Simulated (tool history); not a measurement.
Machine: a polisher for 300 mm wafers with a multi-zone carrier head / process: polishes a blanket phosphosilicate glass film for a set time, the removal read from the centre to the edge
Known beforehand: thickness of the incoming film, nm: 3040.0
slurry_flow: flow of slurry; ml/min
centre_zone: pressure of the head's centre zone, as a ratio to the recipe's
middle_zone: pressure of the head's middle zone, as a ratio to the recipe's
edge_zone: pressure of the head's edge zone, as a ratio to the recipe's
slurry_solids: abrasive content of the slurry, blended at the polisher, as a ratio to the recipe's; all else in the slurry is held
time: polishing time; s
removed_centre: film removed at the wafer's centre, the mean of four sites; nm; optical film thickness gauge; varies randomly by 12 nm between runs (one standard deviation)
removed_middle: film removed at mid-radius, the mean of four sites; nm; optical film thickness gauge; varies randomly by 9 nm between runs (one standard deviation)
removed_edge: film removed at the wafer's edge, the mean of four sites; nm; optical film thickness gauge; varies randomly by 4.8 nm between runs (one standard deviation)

{"run": 1, "hour": 0.0, "slurry_flow": 245, "centre_zone": 1, "middle_zone": 1, "edge_zone": 1, "slurry_solids": 1, "time": 81, "removed_centre": 597.8, "removed_middle": 601.83, "removed_edge": 603.89}
{"run": 2, "hour": 4.0, "slurry_flow": 220, "centre_zone": 1, "middle_zone": 1, "edge_zone": 1, "slurry_solids": 1, "time": 81, "removed_centre": 586.29, "removed_middle": 607.72, "removed_edge": 598.21}
{"run": 3, "hour": 5.7, "slurry_flow": 225, "centre_zone": 1.05, "middle_zone": 1.04, "edge_zone": 1.03, "slurry_solids": 1.15, "time": 81, "removed_centre": 644.66, "removed_middle": 640.75, "removed_edge": 630.05}
{"run": 4, "hour": 10.8, "slurry_flow": 225, "centre_zone": 1.05, "middle_zone": 1.04, "edge_zone": 0.98, "slurry_solids": 1.15, "time": 81, "removed_centre": 639.96, "removed_middle": 648.02, "removed_edge": 620.43}
{"run": 5, "hour": 19.6, "slurry_flow": 225, "centre_zone": 1.01, "middle_zone": 1.04, "edge_zone": 0.98, "slurry_solids": 1.15, "time": 81, "removed_centre": 613.14, "removed_middle": 638.49, "removed_edge": 617.91}
{"run": 6, "hour": 23.2, "slurry_flow": 225, "centre_zone": 1.05, "middle_zone": 1.08, "edge_zone": 0.99, "slurry_solids": 1.25, "time": 84, "removed_centre": 700.9, "removed_middle": 700.72, "removed_edge": 655.05}

What does the tool deliver on the next run?
{"run": 7, "hour": 28.3, "slurry_flow": 230, "centre_zone": 1.05, "middle_zone": 1.11, "edge_zone": 1.01, "slurry_solids": 1.35, "time": 86, "removed_centre": "?", "removed_middle": "?", "removed_edge": "?"}

{"run 7": {"removed_centre": 725.24, "removed_middle": 748.27, "removed_edge": 691.48}}
